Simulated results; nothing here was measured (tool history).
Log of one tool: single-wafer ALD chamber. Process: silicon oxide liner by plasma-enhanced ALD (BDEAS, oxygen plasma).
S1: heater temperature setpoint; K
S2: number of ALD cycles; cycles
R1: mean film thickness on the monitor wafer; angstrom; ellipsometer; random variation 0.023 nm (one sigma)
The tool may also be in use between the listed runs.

run 1 hour=0 | S1=593.15 S2=76 | R1=71.954
run 2 hour=8.9 | S1=593.15 S2=66 | R1=62.777
run 3 hour=17.6 | S1=597.15 S2=66 | R1=62.334
run 4 hour=25.5 | S1=603.15 S2=66 | R1=62.03
run 5 hour=29.6 | S1=603.15 S2=58 | R1=54.455
-- hour=36 thermocouple changed; heater temperature recalibrated
run 6 hour=36 | S1=603.15 S2=68 | R1=64.242
run 7 hour=37.9 | S1=600.15 S2=80 | R1=76.149
run 8 hour=42.4 | S1=600.15 S2=82 | R1=77.808
run 9 hour=50.3 | S1=600.15 S2=83 | R1=78.632

Run 10 comes next. What will it give?
run 10 hour=55.9 | S1=600.15 S2=84 | R1=?

Run 10 gave R1 79.577 angstrom.
